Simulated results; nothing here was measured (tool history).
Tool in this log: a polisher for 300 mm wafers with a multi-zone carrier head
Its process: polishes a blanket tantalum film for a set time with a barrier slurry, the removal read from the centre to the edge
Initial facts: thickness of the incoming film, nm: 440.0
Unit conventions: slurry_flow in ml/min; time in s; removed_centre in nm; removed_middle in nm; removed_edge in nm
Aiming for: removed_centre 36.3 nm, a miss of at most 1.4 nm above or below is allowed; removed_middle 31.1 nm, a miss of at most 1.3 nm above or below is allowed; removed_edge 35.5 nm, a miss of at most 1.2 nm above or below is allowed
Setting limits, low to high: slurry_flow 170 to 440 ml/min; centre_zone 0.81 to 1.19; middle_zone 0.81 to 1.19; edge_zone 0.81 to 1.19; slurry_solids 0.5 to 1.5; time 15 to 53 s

| run | hour | slurry_flow | centre_zone | middle_zone | edge_zone | slurry_solids | time | removed_centre | removed_middle | removed_edge |
|---|---|---|---|---|---|---|---|---|---|---|
| 1 | 0 | 280 | 1 | 1 | 1 | 1 | 34 | 65.781 | 64.984 | 62.489 |
| 2 | 4.3 | 275 | 1 | 0.98 | 1 | 0.95 | 32 | 60.261 | 58.491 | 58.297 |
| 3 | 5 | 275 | 1 | 0.96 | 0.99 | 0.9 | 31 | 57.301 | 54.654 | 54.808 |
| 4 | 5.7 | 270 | 1 | 0.94 | 0.98 | 0.85 | 30 | 56.253 | 51.058 | 53.519 |
| 5 | 7.1 | 270 | 1 | 0.94 | 0.98 | 0.85 | 22 | 40.998 | 37.882 | 39.427 |
| 6 | 14.3 | 270 | 1 | 0.88 | 0.98 | 0.85 | 22 | 41.18 | 35.144 | 38.347 |
| 7 | 18.1 | 270 | 0.99 | 0.87 | 0.97 | 0.85 | 22 | 39.318 | 35.137 | 38.612 |
| 8 | 19.2 | 270 | 0.99 | 0.86 | 0.96 | 0.85 | 22 | 39.882 | 35.088 | 38.386 |
| 9 | 22.7 | 270 | 0.99 | 0.85 | 0.96 | 0.85 | 22 | 40.045 | 34.984 | 37.906 |
| 10 | 24 | 270 | 0.99 | 0.84 | 0.96 | 0.85 | 22 | 39.684 | 34.294 | 39.312 |
| 11 | 25.5 | 270 | 0.99 | 0.84 | 0.96 | 0.8 | 22 | 39.935 | 33.801 | 38.046 |
| 12 | 30.8 | 270 | 0.98 | 0.84 | 0.96 | 0.8 | 22 | 39.24 | 34.855 | 38.084 |
| 13 | 34.8 | 265 | 0.98 | 0.84 | 0.96 | 0.8 | 22 | 39.702 | 34.264 | 37.807 |

Pick the move, out of 5, that brings all results within their allowed miss; only one does.
| A | 38.8 | 210 | 1.12 | 0.83 | 0.96 | 0.5 | 24 | ? | ? | ? |
| B | 38.8 | 280 | 1 | 0.85 | 1.02 | 0.8 | 20 | ? | ? | ? |
| C | 38.8 | 220 | 1.11 | 0.81 | 1.04 | 0.7 | 21 | ? | ? | ? |
| D | 38.8 | 175 | 1.06 | 0.93 | 0.87 | 0.5 | 26 | ? | ? | ? |
| E | 38.8 | 215 | 1.09 | 0.81 | 0.97 | 0.65 | 22 | ? | ? | ? |

| move | removed_centre | removed_middle | removed_edge |
|---|---|---|---|
| A | 43.63 | 32.585 | 36.623 |
| B | 36.519 | 31.101 | 35.133 |
| C | 40.717 | 30.095 | 35.823 |
| D | 44.165 | 38.218 | 37.531 |
| E | 41.169 | 31.003 | 35.685 |
A: lands further from the targets than the last run did
B: every result lands within tolerance
C: brings the last run's worst result on target, with another outside its allowed miss
D: lands further from the targets than the last run did
E: brings the last run's worst result on target, with another outside its allowed miss
Move B is the one to make.
